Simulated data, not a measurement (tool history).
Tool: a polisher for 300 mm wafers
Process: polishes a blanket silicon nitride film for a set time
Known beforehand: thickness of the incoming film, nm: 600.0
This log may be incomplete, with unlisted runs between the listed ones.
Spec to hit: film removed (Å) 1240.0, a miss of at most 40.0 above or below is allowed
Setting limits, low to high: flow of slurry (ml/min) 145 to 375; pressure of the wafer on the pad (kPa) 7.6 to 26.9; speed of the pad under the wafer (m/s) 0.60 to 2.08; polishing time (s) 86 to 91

| run | hour | flow of slurry (ml/min) | pressure of the wafer on the pad (kPa) | speed of the pad under the wafer (m/s) | polishing time (s) | film removed (Å) |
|---|---|---|---|---|---|---|
| 1 | 0.0 | 240 | 17.2 | 1.34 | 86 | 1520.7 |
| 2 | 1.0 | 240 | 16.5 | 1.34 | 86 | 1438.9 |
| 3 | 4.4 | 240 | 16.5 | 1.34 | 91 | 1507.6 |
| 4 | 13.0 | 190 | 16.5 | 1.34 | 91 | 1461.6 |
| 5 | 21.3 | 190 | 16.5 | 1.34 | 91 | 1490.5 |
| 6 | 25.1 | 165 | 16.5 | 1.34 | 91 | 1458.1 |
| 7 | 26.4 | 165 | 15.9 | 1.34 | 91 | 1425.6 |
| 8 | 32.1 | 165 | 15.2 | 1.34 | 91 | 1320.5 |

Of the 4 settings listed for the next run, only one would bring every result within its allowed miss of target. Which one?
| A | 37.8 | 145 | 16.5 | 1.30 | 90 | ? |
| B | 37.8 | 175 | 14.5 | 1.36 | 86 | ? |
| C | 37.8 | 170 | 16.5 | 1.24 | 91 | ? |
| D | 37.8 | 160 | 13.8 | 1.34 | 86 | ? |

| move | film removed (Å) |
|---|---|
| A | 1363.9 |
| B | 1221.9 |
| C | 1360.7 |
| D | 1137.1 |
A: moves away from the targets compared with the last run
B: every result lands within tolerance
C: moves away from the targets compared with the last run
D: moves the result that the last run missed by most past its target, out the other side
Go with B: it meets all targets.

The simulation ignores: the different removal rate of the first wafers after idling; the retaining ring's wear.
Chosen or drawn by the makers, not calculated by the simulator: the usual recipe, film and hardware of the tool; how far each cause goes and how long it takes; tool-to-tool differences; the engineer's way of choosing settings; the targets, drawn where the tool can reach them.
